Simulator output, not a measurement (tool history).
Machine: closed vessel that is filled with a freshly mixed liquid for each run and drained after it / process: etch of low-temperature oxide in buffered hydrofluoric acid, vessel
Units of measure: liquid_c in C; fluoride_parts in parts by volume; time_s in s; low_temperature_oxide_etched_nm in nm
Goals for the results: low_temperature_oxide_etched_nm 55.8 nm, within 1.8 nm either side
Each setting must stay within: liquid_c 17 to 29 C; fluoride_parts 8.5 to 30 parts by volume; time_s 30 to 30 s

run,hour,liquid_c,fluoride_parts,time_s,low_temperature_oxide_etched_nm
1,0,21,23.5,30,25.429
2,0.6,21,30,30,21.941
3,9.6,21,30,30,22.246
4,17.1,19,30,30,19.349
5,18.9,21,30,30,21.671
6,21.5,24,30,30,25.684
7,30.4,25.5,24,30,32.591
8,31.9,26.5,20,30,39.585
9,36.6,27,18,30,44.837
10,44.9,27.5,17,30,49.125
11,50.9,28,16.5,30,50.052

Of the 4 settings listed for the next run, only one would bring every result within its allowed miss of target. Which one?
A,56.9,29,16,30,?
B,56.9,25.5,15.5,30,?
C,56.9,25.5,14.5,30,?
D,56.9,29,14.5,30,?

move,low_temperature_oxide_etched_nm
A,55.598
B,47.56
C,50.779
D,61.234
A: hits every target within its allowed miss
B: further off than the last run
C: nearer than the last run, and not there yet
D: carries the result that was furthest off beyond its target, to the other side
Move A is the one to make.
